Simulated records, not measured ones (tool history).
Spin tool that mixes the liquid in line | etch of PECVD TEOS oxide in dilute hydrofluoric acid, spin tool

run  hour  temperature setpoint of the liquid (C)  parts of water to one part of 49 % hydrofluoric acid (parts by volume)  time under the liquid (s)  thickness taken off the PECVD TEOS oxide on a monitor wafer (Å)
  1   0.0                                    24.0                                                                     160                         65                                                          103.160
  2   7.3                                    24.0                                                                     190                         65                                                           84.180
  3  16.0                                    25.5                                                                     155                         65                                                          112.750
  4  24.6                                    23.0                                                                     155                         65                                                          103.170
  5  27.4                                    23.0                                                                     195                         65                                                           77.957
  6  30.5                                    23.0                                                                     195                         65                                                           79.107
  7  35.3                                    27.0                                                                     130                         65                                                          148.150
  8  40.2                                    28.0                                                                     110                         65                                                          186.860

Forecast run 9:
  9  47.1                                    29.0                                                                      95                         65                                                                ?

{"run 9": {"thickness taken off the PECVD TEOS oxide on a monitor wafer (Å)": 227.78}}
